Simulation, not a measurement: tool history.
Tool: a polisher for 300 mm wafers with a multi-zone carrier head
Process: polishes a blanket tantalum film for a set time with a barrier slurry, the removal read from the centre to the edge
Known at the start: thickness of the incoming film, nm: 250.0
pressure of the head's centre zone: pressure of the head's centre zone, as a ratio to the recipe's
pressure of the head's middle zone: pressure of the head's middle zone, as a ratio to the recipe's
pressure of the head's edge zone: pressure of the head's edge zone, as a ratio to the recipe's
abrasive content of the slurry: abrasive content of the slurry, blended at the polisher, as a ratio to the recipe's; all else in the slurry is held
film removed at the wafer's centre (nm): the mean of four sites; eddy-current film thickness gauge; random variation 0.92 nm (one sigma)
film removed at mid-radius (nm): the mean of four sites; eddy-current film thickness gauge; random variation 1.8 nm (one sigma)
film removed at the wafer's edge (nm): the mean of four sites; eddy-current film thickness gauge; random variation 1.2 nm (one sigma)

run  hour  flow of slurry (ml/min)  pressure of the head's centre zone  pressure of the head's middle zone  pressure of the head's edge zone  abrasive content of the slurry  polishing time (s)  film removed at the wafer's centre (nm)  film removed at mid-radius (nm)  film removed at the wafer's edge (nm)
  1     0                      190                                   1                                   1                                 1                               1                  57                                   107.27                           100.69                                 98.181
  2   6.7                      190                                   1                                   1                                 1                             0.8                  57                                   98.047                           94.395                                 92.445
  3  13.8                      205                                0.96                                1.06                              1.03                             0.9                  58                                   101.51                           104.55                                  100.2
  4  17.9                      215                                0.92                                 1.1                              1.01                               1                  59                                   103.81                           115.44                                 103.36
  5    19                      215                                0.85                                 1.1                              1.01                               1                  59                                    95.53                           116.36                                 104.31
       27  -- centre zone pressure recalibrated
  6    27                      225                                0.85                                1.13                              1.02                            1.05                  59                                   91.665                           121.24                                 104.97
  7  29.1                      230                                0.88                                1.13                              1.02                             1.1                  59                                    97.16                           123.81                                 105.72
  8    34                      230                                0.89                                1.13                              1.03                            1.15                  59                                   99.955                            125.3                                 109.04

Run 9 comes next. What will it give?
  9  35.9                      235                                 0.9                                1.14                              1.03                             1.2                  59                                        ?                                ?                                      ?

film removed at the wafer's centre (nm): 101.76
film removed at mid-radius (nm): 130.06
film removed at the wafer's edge (nm): 109.62

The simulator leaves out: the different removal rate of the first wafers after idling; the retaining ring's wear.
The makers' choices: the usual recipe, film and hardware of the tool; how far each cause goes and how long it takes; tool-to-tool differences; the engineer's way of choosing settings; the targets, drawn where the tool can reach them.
